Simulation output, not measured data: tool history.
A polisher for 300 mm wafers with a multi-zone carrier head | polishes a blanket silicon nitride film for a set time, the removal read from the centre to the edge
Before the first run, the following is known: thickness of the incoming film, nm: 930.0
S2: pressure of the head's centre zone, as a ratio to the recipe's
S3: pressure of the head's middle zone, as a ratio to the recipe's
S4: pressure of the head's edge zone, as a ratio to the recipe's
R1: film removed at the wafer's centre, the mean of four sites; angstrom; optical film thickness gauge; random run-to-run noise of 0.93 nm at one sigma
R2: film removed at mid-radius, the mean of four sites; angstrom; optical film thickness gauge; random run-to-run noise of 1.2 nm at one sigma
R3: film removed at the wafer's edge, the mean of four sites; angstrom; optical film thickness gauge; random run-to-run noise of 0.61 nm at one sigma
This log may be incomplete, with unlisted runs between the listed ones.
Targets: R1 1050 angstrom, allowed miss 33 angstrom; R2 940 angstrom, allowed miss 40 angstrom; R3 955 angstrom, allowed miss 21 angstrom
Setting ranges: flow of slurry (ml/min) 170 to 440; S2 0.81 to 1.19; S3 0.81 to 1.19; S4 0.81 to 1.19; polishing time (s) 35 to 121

run 1 hour=0 | flow_of_slurry_(ml/min)=280 S2=1 S3=1 S4=1 polishing_time_(s)=78 | R1=1121.4 R2=1160.4 R3=1113.4
run 2 hour=6 | flow_of_slurry_(ml/min)=275 S2=1 S3=0.97 S4=0.97 polishing_time_(s)=77 | R1=1100.7 R2=1079.3 R3=1077.2
run 3 hour=14.5 | flow_of_slurry_(ml/min)=275 S2=1 S3=0.97 S4=1.04 polishing_time_(s)=77 | R1=1082.1 R2=1103 R3=1106.7
run 4 hour=19.2 | flow_of_slurry_(ml/min)=270 S2=1 S3=0.96 S4=1.01 polishing_time_(s)=76 | R1=1074.9 R2=1075.6 R3=1077.4
run 5 hour=21.3 | flow_of_slurry_(ml/min)=270 S2=1 S3=0.96 S4=1.08 polishing_time_(s)=76 | R1=1069.2 R2=1057.7 R3=1100.9
run 6 hour=28.4 | flow_of_slurry_(ml/min)=265 S2=1.01 S3=0.95 S4=1.05 polishing_time_(s)=75 | R1=1065.3 R2=1040.8 R3=1078.5
run 7 hour=35.7 | flow_of_slurry_(ml/min)=260 S2=1.01 S3=0.94 S4=1.02 polishing_time_(s)=74 | R1=1041.8 R2=1024.7 R3=1048.6
run 8 hour=42.2 | flow_of_slurry_(ml/min)=255 S2=1.02 S3=0.93 S4=1 polishing_time_(s)=74 | R1=1056.6 R2=1023 R3=1037.4
run 9 hour=48.5 | flow_of_slurry_(ml/min)=250 S2=1.03 S3=0.92 S4=0.98 polishing_time_(s)=74 | R1=1068.1 R2=998.54 R3=1028.8
run 10 hour=51.9 | flow_of_slurry_(ml/min)=245 S2=1.03 S3=0.92 S4=0.96 polishing_time_(s)=74 | R1=1064.2 R2=972.49 R3=1034.4
run 11 hour=55.6 | flow_of_slurry_(ml/min)=250 S2=1.03 S3=0.92 S4=0.95 polishing_time_(s)=73 | R1=1046.1 R2=993.1 R3=993
run 12 hour=57.9 | flow_of_slurry_(ml/min)=245 S2=1.03 S3=0.91 S4=0.94 polishing_time_(s)=73 | R1=1068 R2=944.02 R3=994.26
run 13 hour=60.2 | flow_of_slurry_(ml/min)=245 S2=1.03 S3=0.92 S4=0.93 polishing_time_(s)=73 | R1=1049.1 R2=997.51 R3=992.92
run 14 hour=68.1 | flow_of_slurry_(ml/min)=245 S2=1.03 S3=0.91 S4=0.92 polishing_time_(s)=73 | R1=1066.3 R2=981.8 R3=996.51
run 15 hour=69.1 | flow_of_slurry_(ml/min)=240 S2=1.03 S3=0.91 S4=0.91 polishing_time_(s)=73 | R1=1039.7 R2=966.17 R3=989.65
run 16 hour=71.4 | flow_of_slurry_(ml/min)=240 S2=1.03 S3=0.91 S4=0.9 polishing_time_(s)=73 | R1=1054.6 R2=979.59 R3=978.82
run 17 hour=77.8 | flow_of_slurry_(ml/min)=235 S2=1.03 S3=0.9 S4=0.9 polishing_time_(s)=73 | R1=1050.3 R2=953.59 R3=978.76
run 18 hour=83.7 | flow_of_slurry_(ml/min)=235 S2=1.03 S3=0.9 S4=0.89 polishing_time_(s)=73 | R1=1060.6 R2=960.21 R3=976.67

Which of these 4 next moves meets every target?
run A hour=89.6 | flow_of_slurry_(ml/min)=185 S2=1.02 S3=0.92 S4=0.81 polishing_time_(s)=80 | R1=? R2=? R3=?
run B hour=89.6 | flow_of_slurry_(ml/min)=215 S2=0.99 S3=0.98 S4=0.87 polishing_time_(s)=73 | R1=? R2=? R3=?
run C hour=89.6 | flow_of_slurry_(ml/min)=395 S2=1.07 S3=0.91 S4=0.94 polishing_time_(s)=67 | R1=? R2=? R3=?
run D hour=89.6 | flow_of_slurry_(ml/min)=185 S2=1.05 S3=0.82 S4=0.95 polishing_time_(s)=76 | R1=? R2=? R3=?

move=A R1=1085.2 R2=1039.9 R3=1024.1
move=B R1=989.55 R2=1026.6 R3=975.07
move=C R1=1058.1 R2=946.89 R3=968.9
move=D R1=1060.8 R2=898.15 R3=1030
A: the biggest miss grows against the last run
B: corrects the largest miss of the last run, while another result sits out of spec
C: in spec on every target
D: the biggest miss grows against the last run
Move C is the one to make.
